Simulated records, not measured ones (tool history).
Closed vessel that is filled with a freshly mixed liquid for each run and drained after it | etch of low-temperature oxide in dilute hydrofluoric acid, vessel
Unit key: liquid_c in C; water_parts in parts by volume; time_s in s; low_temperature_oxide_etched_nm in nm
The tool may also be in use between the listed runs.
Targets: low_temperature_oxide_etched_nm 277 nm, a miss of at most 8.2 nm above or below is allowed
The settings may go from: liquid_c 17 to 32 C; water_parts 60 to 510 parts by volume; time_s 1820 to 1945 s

run	day	liquid_c	water_parts	time_s	low_temperature_oxide_etched_nm
1	0	24	285	1820	85.565
2	0.267	24	285	1945	91.198
3	0.492	25	260	1945	106.05
4	0.671	26.5	260	1945	111.47
5	0.738	27	235	1945	128.89
6	0.946	29	235	1945	138.07
7	1.229	29.5	215	1945	157.54
8	1.467	29.5	215	1945	156.84
9	1.812	30	200	1945	175.92
10	1.95	30.5	190	1945	190.86
11	2.033	30.5	190	1945	189.96
12	2.275	32	105	1945	410.53
13	2.558	30.5	110	1945	369.61
14	2.658	30	115	1945	341.62
15	2.775	29	115	1945	329.17
16	2.946	28	115	1945	317.95
17	3.021	27.5	115	1945	311.75
18	3.167	27	115	1945	303.13
19	3.512	26.5	115	1945	299.22
20	3.667	26	115	1945	291.6

Exercise: of the 4 proposed moves below, exactly one satisfies all targets within the stated allowed misses. Which move is it?
A	3.821	25	115	1910	?
B	3.821	27	110	1835	?
C	3.821	23	95	1930	?
D	3.821	23.5	100	1930	?

move	low_temperature_oxide_etched_nm
A	277.42
B	302.86
C	321.31
D	309.53
A: in spec on every target
B: moves away from the targets compared with the last run
C: moves away from the targets compared with the last run
D: moves away from the targets compared with the last run
Move A is the one to make.
